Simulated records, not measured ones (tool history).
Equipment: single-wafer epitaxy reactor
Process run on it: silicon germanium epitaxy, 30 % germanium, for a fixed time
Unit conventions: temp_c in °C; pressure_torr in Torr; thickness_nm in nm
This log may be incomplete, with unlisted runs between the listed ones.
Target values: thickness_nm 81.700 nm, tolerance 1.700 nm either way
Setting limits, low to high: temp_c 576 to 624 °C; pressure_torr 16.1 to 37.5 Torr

| run | day | temp_c | pressure_torr | thickness_nm |
|---|---|---|---|---|
| 1 | 0.000 | 600 | 26.8 | 70.796 |
| 2 | 0.300 | 600 | 22.7 | 68.392 |
| 3 | 0.388 | 600 | 19.2 | 64.435 |
| 4 | 0.583 | 602 | 19.3 | 67.056 |
| 5 | 0.829 | 604 | 19.4 | 70.124 |
| 6 | 1.012 | 604 | 16.1 | 66.178 |
| 7 | 1.238 | 606 | 16.2 | 68.520 |
| 8 | 1.604 | 608 | 16.2 | 71.744 |
| 9 | 1.962 | 609 | 16.2 | 71.625 |
| 10 | 2.179 | 610 | 16.2 | 74.076 |
| 11 | 2.425 | 611 | 16.2 | 75.519 |
| 12 | 2.792 | 612 | 16.2 | 75.357 |
| 13 | 2.871 | 613 | 16.2 | 77.947 |

Consider the 4 candidate settings below. Which is the only one whose results all fall within their allowed miss of target?
| A | 2.950 | 608 | 21.3 | ? |
| B | 2.950 | 618 | 17.3 | ? |
| C | 2.950 | 618 | 17.2 | ? |
| D | 2.950 | 615 | 16.8 | ? |

| move | thickness_nm |
|---|---|
| A | 77.088 |
| B | 86.494 |
| C | 86.357 |
| D | 81.469 |
A: the biggest miss grows against the last run
B: pushes the last run's worst result past its target
C: pushes the last run's worst result past its target
D: every result within its allowed miss
The move that meets every target is D.

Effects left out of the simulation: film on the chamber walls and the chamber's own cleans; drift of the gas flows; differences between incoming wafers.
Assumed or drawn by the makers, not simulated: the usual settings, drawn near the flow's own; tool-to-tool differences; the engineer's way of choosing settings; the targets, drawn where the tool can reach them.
